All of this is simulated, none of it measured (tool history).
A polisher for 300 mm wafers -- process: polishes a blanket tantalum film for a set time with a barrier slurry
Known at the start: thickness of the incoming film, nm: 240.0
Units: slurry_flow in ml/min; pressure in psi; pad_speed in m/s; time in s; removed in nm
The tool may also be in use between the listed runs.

run    day  slurry_flow  pressure  pad_speed  slurry_solids  time  removed
  1  0.000          205       1.9       0.82            1.0    36   52.730
  2  0.250          205       1.9       0.82            0.8    36   50.471
  3  0.592          205       1.9       0.82            0.8    36   50.494
  4  0.896          205       1.9       0.72            0.8    36   45.169
  5  1.150          205       1.7       0.72            0.8    36   40.843
  6  1.283          205       1.7       0.72            0.8    32   36.364
     1.475  -- slurry blender recalibrated
  7  1.475          230       2.3       0.88            0.8    32   61.731
  8  1.667          230       2.4       0.88            0.8    32   62.541
  9  1.854          230       2.5       0.88            0.8    32   65.493
 10  2.225          230       2.6       0.88            0.8    32   66.934
 11  2.542          235       2.6       0.88            0.8    32   67.357
 12  2.867          235       2.8       0.92            0.8    32   75.477

Run 13 comes next. What will it give?
 13  3.008          235       2.8       0.92            0.8    32        ?

Run 13 yielded removed 74.989 nm.
